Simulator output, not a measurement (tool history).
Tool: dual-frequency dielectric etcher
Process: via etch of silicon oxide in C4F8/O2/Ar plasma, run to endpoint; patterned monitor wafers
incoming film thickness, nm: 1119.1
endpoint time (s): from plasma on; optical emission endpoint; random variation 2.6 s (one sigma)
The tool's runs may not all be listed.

Run 1, hour 0: source power (W) 1780, bias power (W) 1922. Result: endpoint time (s) 251.33.
Run 2, hour 6.6: source power (W) 2070, bias power (W) 1922. Result: endpoint time (s) 238.68.
Run 3, hour 14.2: source power (W) 1920, bias power (W) 1822. Result: endpoint time (s) 249.18.
Run 4, hour 17.2: source power (W) 1920, bias power (W) 2047. Result: endpoint time (s) 240.82.
At hour 26: source power generator calibrated.
Run 5, hour 26: source power (W) 1920, bias power (W) 2214. Result: endpoint time (s) 234.38.
Run 6, hour 35: source power (W) 2070, bias power (W) 2214. Result: endpoint time (s) 224.21.

Run 7 comes next. What will it give?
Run 7, hour 38.7: source power (W) 1900, bias power (W) 2126. Result: endpoint time (s) ?.

endpoint time (s): 237.04
